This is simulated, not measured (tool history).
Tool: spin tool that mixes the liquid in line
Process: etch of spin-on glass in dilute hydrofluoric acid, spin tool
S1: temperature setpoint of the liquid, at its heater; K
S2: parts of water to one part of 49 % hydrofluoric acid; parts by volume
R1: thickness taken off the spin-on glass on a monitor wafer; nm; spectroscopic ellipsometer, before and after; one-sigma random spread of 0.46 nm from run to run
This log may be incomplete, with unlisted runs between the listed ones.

Run 1, hour 0.0: S1 297.15 K, S2 70 parts by volume, time under the liquid (s) 55. Result: R1 22.712 nm.
Run 2, hour 2.3: S1 298.15 K, S2 60 parts by volume, time under the liquid (s) 55. Result: R1 27.590 nm.
Run 3, hour 11.2: S1 298.15 K, S2 60 parts by volume, time under the liquid (s) 55. Result: R1 27.848 nm.
Run 4, hour 17.6: S1 298.15 K, S2 60 parts by volume, time under the liquid (s) 55. Result: R1 27.789 nm.
Run 5, hour 21.6: S1 299.15 K, S2 55 parts by volume, time under the liquid (s) 55. Result: R1 31.844 nm.
Run 6, hour 24.3: S1 299.15 K, S2 75 parts by volume, time under the liquid (s) 55. Result: R1 22.706 nm.

The next listed run, before its measurement:
Run 7, hour 27.0: S1 300.15 K, S2 65 parts by volume, time under the liquid (s) 55. Result: R1 ?.

{"run 7": {"R1": 27.977}}

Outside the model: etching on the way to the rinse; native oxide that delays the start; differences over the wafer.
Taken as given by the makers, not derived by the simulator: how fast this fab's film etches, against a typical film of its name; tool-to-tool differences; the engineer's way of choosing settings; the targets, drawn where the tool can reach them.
